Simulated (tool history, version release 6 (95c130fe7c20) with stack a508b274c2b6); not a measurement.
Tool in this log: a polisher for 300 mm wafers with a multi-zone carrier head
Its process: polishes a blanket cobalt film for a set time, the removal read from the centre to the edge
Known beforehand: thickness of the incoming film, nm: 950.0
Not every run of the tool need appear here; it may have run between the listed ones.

| run | hour | flow of slurry (ml/min) | pressure of the head's centre zone | pressure of the head's middle zone | pressure of the head's edge zone | polishing time (s) | film removed at the wafer's centre (nm) | film removed at mid-radius (nm) | film removed at the wafer's edge (nm) |
|---|---|---|---|---|---|---|---|---|---|
| 1 | 0 | 150 | 1 | 1 | 1 | 67 | 256.83 | 269.23 | 268.45 |
| 2 | 0.8 | 150 | 1 | 1 | 1 | 77 | 303.63 | 306.25 | 309.04 |
| 3 | 4.5 | 150 | 1.06 | 1 | 1 | 77 | 324.48 | 306.47 | 300.75 |
| 4 | 8.2 | 185 | 1.06 | 1 | 1 | 77 | 338.19 | 317.16 | 308.64 |
| 5 | 12.4 | 185 | 1.06 | 0.92 | 1 | 77 | 329.84 | 297.25 | 311.17 |
| 6 | 20.2 | 185 | 1.06 | 0.94 | 1.02 | 79 | 339.44 | 314.95 | 319.47 |
| 7 | 20.8 | 185 | 1.06 | 0.94 | 1.04 | 81 | 350.35 | 321.4 | 327.83 |
| 8 | 28.4 | 185 | 1.06 | 0.94 | 1.04 | 83 | 351.2 | 329.35 | 345.03 |
| 9 | 29.1 | 190 | 1.07 | 0.95 | 1.05 | 84 | 363.9 | 338.74 | 353.2 |
| 10 | 32.5 | 195 | 1.08 | 0.96 | 1.06 | 84 | 368.69 | 342.14 | 345.63 |
| 11 | 35.5 | 195 | 1.08 | 0.96 | 1.06 | 85 | 366.24 | 346.42 | 350.31 |

Run 12, settings as shown, results not yet in. Your forecast:
| 12 | 44.1 | 195 | 1.08 | 0.96 | 1.06 | 86 | ? | ? | ? |

{"run 12": {"film removed at the wafer's centre (nm)": 379.37, "film removed at mid-radius (nm)": 351.02, "film removed at the wafer's edge (nm)": 360.81}}

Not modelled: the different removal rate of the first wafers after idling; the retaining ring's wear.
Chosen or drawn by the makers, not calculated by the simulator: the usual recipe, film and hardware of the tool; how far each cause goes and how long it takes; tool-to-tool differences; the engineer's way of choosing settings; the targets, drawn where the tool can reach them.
